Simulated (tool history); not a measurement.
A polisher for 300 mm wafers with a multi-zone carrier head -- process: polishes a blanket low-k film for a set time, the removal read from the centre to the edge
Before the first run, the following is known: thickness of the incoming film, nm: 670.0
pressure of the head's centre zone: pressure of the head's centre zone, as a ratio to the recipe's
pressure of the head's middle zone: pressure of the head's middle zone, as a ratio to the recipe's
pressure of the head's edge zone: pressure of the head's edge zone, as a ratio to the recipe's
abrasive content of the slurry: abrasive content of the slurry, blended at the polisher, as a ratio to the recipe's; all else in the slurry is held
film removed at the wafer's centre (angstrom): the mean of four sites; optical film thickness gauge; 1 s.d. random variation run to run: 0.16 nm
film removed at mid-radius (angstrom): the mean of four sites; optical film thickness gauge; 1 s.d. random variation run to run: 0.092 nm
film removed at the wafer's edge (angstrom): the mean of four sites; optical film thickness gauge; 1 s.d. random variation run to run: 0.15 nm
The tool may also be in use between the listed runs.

run,day,flow of slurry (ml/min),pressure of the head's centre zone,pressure of the head's middle zone,pressure of the head's edge zone,abrasive content of the slurry,polishing time (s),film removed at the wafer's centre (angstrom),film removed at mid-radius (angstrom),film removed at the wafer's edge (angstrom)
1,0.000,170,1.00,1.00,1.00,1.0,41,122.51,126.99,128.01
2,0.129,200,1.00,1.00,1.00,1.0,41,128.56,130.42,131.80
3,0.383,200,1.00,1.00,1.00,0.9,41,122.45,122.39,123.95
4,0.567,185,1.00,0.96,1.01,0.9,41,123.48,116.12,122.65
5,0.842,210,1.00,0.96,1.01,0.9,41,120.81,121.83,124.39
6,0.938,210,1.00,0.96,1.01,0.9,50,152.47,147.44,151.35

Run 7 comes next. What will it give?
7,1.204,195,0.96,0.91,1.00,0.8,50,?,?,?

film removed at the wafer's centre (angstrom): 133.08
film removed at mid-radius (angstrom): 134.21
film removed at the wafer's edge (angstrom): 139.81
